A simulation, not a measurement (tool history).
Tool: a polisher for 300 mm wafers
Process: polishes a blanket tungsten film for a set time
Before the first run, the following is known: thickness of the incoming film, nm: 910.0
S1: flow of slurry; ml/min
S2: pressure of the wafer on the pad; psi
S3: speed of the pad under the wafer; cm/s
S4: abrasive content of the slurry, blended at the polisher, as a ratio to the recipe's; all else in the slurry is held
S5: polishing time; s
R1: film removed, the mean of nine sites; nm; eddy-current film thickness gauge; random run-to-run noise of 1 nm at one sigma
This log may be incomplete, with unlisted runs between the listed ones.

run,hour,S1,S2,S3,S4,S5,R1
1,0,180,3.2,94,1,39,153.43
2,8.3,180,3.2,72,1,39,119.65
3,13.3,180,4,72,1,39,139.71
4,21.8,180,3.6,70,1,39,125.96
5,26.7,180,3.6,84,1,39,151.91
6,30,180,3.6,84,0.8,39,146.32
7,32.6,175,2.7,80,0.8,39,111.14
8,33.9,175,2.5,80,0.8,39,103.6
9,40,175,2.4,80,0.8,39,102.31
10,45.8,175,2.3,80,0.8,39,98.389
# hour 48.5: slurry blender recalibrated
11,48.5,175,2.2,80,0.8,39,101.01

What will run 12 give?
12,54.2,170,2.1,80,0.8,39,?

{"run 12": {"R1": 98.603}}
